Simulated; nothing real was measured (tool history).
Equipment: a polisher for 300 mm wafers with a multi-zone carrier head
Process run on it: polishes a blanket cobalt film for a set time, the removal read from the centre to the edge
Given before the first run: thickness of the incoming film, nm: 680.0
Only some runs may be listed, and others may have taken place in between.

run,hour,flow of slurry (ml/min),pressure of the head's centre zone,pressure of the head's middle zone,pressure of the head's edge zone,polishing time (s),film removed at the wafer's centre (Å),film removed at mid-radius (Å),film removed at the wafer's edge (Å)
1,0,220,1,1,1,61,1910.1,1857.3,1769.9
2,5.2,220,0.93,1,1,61,1776.6,1878.6,1772.3
3,11.4,230,0.96,1.02,1.03,64,1934.7,2014.3,1899.7
4,18.8,230,1.01,1.02,1.03,64,2036.5,2038.2,1893
5,21.4,230,1.01,1.02,1.03,71,2237.3,2202.9,2118.3
6,25.8,230,1.01,1.02,1.07,71,2213,2207.1,2144.7
7,31.4,240,1.03,1.03,1.08,72,2343.3,2270.9,2244.1
8,34.5,255,1.04,1.05,1.08,72,2404.4,2344.3,2213.6
9,42.7,260,1.04,1.06,1.1,73,2387.8,2402.4,2278

Estimate the outcome of run 10 from the log above:
10,46.2,265,1.05,1.07,1.11,74,?,?,?

Logged for run 10: film removed at the wafer's centre (Å) 2492.7, film removed at mid-radius (Å) 2465.3, film removed at the wafer's edge (Å) 2309.6.
